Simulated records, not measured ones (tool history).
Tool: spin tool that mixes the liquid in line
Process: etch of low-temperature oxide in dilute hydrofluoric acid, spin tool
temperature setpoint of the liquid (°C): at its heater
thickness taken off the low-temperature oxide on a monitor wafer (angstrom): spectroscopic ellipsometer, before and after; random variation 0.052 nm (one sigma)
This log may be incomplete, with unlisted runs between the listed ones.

run	day	temperature setpoint of the liquid (°C)	parts of water to one part of 49 % hydrofluoric acid (parts by volume)	time under the liquid (s)	thickness taken off the low-temperature oxide on a monitor wafer (angstrom)
1	0	26	65	40	122.09
2	0.15	26	65	40	122.28
3	0.296	25	65	40	117.93
4	0.329	24.5	65	40	114.33
5	0.467	24.5	65	40	114.69
6	0.838	24.5	45	40	167.77
7	0.95	24	50	40	148.19

Forecast run 8:
8	1.308	23.5	50	40	?

{"run 8": {"thickness taken off the low-temperature oxide on a monitor wafer (angstrom)": 145.23}}

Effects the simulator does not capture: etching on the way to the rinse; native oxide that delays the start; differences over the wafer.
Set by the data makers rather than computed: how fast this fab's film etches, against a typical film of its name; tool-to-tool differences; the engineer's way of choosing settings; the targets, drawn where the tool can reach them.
